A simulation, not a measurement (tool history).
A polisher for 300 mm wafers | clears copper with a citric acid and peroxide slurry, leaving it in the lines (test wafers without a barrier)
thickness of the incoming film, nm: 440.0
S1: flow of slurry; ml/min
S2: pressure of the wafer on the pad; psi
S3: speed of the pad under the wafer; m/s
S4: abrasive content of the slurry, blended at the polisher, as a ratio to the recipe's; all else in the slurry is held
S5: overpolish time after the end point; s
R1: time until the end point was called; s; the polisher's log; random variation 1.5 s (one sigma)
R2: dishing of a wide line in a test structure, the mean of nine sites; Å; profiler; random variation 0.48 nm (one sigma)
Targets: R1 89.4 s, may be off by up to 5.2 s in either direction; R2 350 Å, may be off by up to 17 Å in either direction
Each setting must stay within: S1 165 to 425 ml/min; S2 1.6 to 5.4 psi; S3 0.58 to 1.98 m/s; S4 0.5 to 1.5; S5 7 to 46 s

run 1 hour=0 | S1=275 S2=3.5 S3=1.28 S4=1 S5=24 | R1=122.36 R2=556.42
run 2 hour=7.2 | S1=340 S2=3.5 S3=1.28 S4=1 S5=24 | R1=118.84 R2=574.55
run 3 hour=15.4 | S1=340 S2=3.5 S3=1.02 S4=1 S5=24 | R1=146.45 R2=495.14
run 4 hour=21.6 | S1=305 S2=3.6 S3=1.12 S4=0.95 S5=20 | R1=128.98 R2=450.02
run 5 hour=24.5 | S1=305 S2=3.8 S3=1.12 S4=0.95 S5=17 | R1=127.82 R2=409.96
run 6 hour=32.9 | S1=350 S2=3.8 S3=1.12 S4=0.95 S5=17 | R1=125.06 R2=412.98
run 7 hour=38.7 | S1=350 S2=4.1 S3=1.14 S4=0.9 S5=15 | R1=113.52 R2=395.08
run 8 hour=43.9 | S1=350 S2=4.3 S3=1.14 S4=0.85 S5=14 | R1=112.07 R2=386.26
run 9 hour=50.5 | S1=350 S2=4.5 S3=1.14 S4=0.8 S5=13 | R1=105.03 R2=377.05
run 10 hour=54 | S1=340 S2=5.2 S3=1.14 S4=0.65 S5=8 | R1=97.329 R2=266.37
run 11 hour=62.3 | S1=345 S2=5.1 S3=1.16 S4=0.7 S5=8 | R1=94.568 R2=272.9
run 12 hour=69 | S1=335 S2=5.1 S3=1.22 S4=0.7 S5=15 | R1=89.937 R2=496.79
run 13 hour=70.4 | S1=335 S2=5.1 S3=1.22 S4=0.7 S5=14 | R1=91.136 R2=456.22
run 14 hour=78.8 | S1=335 S2=5.1 S3=1.22 S4=0.7 S5=13 | R1=89.541 R2=444.35
run 15 hour=86.1 | S1=340 S2=5.1 S3=1.22 S4=0.7 S5=12 | R1=93.758 R2=399.8

Consider the 4 candidate settings below. Which is the only one whose results all fall within their allowed miss of target?
run A hour=93.4 | S1=305 S2=5 S3=1.22 S4=0.9 S5=13 | R1=? R2=?
run B hour=93.4 | S1=345 S2=5.4 S3=1.16 S4=0.75 S5=10 | R1=? R2=?
run C hour=93.4 | S1=365 S2=4.9 S3=1.18 S4=0.7 S5=15 | R1=? R2=?
run D hour=93.4 | S1=350 S2=4.9 S3=1.16 S4=0.75 S5=10 | R1=? R2=?

move=A R1=90.468 R2=446.51
move=B R1=89.831 R2=357.03
move=C R1=98.242 R2=470.24
move=D R1=98.703 R2=327.03
A: lands further from the targets than the last run did
B: all results in spec
C: lands further from the targets than the last run did
D: takes the result that was furthest off past its target
Correct choice: B, which meets every target
